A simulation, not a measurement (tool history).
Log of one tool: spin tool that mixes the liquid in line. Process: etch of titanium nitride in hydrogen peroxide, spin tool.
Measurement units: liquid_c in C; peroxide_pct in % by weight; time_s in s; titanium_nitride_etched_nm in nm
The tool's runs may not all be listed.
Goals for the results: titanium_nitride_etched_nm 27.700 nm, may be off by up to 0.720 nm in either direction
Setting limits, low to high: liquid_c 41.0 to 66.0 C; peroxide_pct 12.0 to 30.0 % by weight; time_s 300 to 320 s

run 1 hour=0.0 | liquid_c=57.0 peroxide_pct=23.0 time_s=300 | titanium_nitride_etched_nm=13.714
run 2 hour=0.7 | liquid_c=57.0 peroxide_pct=20.5 time_s=300 | titanium_nitride_etched_nm=13.436
run 3 hour=7.5 | liquid_c=57.0 peroxide_pct=20.5 time_s=320 | titanium_nitride_etched_nm=14.310
run 4 hour=12.4 | liquid_c=57.0 peroxide_pct=20.5 time_s=320 | titanium_nitride_etched_nm=14.381
run 5 hour=15.0 | liquid_c=57.0 peroxide_pct=20.5 time_s=320 | titanium_nitride_etched_nm=14.314
-- hour=23.0 heated supply line repaired
run 6 hour=23.0 | liquid_c=60.0 peroxide_pct=20.5 time_s=320 | titanium_nitride_etched_nm=19.802
run 7 hour=31.7 | liquid_c=60.0 peroxide_pct=20.5 time_s=320 | titanium_nitride_etched_nm=19.664
run 8 hour=34.9 | liquid_c=60.5 peroxide_pct=20.5 time_s=320 | titanium_nitride_etched_nm=20.642
run 9 hour=39.5 | liquid_c=61.0 peroxide_pct=20.5 time_s=320 | titanium_nitride_etched_nm=21.291
run 10 hour=46.7 | liquid_c=65.5 peroxide_pct=20.5 time_s=320 | titanium_nitride_etched_nm=28.811

Of the 4 settings listed for the next run, only one would bring every result within its allowed miss of target. Which one?
run A hour=53.9 | liquid_c=66.0 peroxide_pct=20.0 time_s=320 | titanium_nitride_etched_nm=?
run B hour=53.9 | liquid_c=65.0 peroxide_pct=20.0 time_s=320 | titanium_nitride_etched_nm=?
run C hour=53.9 | liquid_c=66.0 peroxide_pct=24.0 time_s=305 | titanium_nitride_etched_nm=?
run D hour=53.9 | liquid_c=63.5 peroxide_pct=23.0 time_s=320 | titanium_nitride_etched_nm=?

move=A titanium_nitride_etched_nm=29.524
move=B titanium_nitride_etched_nm=27.645
move=C titanium_nitride_etched_nm=29.269
move=D titanium_nitride_etched_nm=25.794
A: further off than the last run
B: hits every target within its allowed miss
C: further off than the last run
D: the result that was furthest off in the last run now lies on the other side of its target
B is the move that brings every result within its allowed miss.
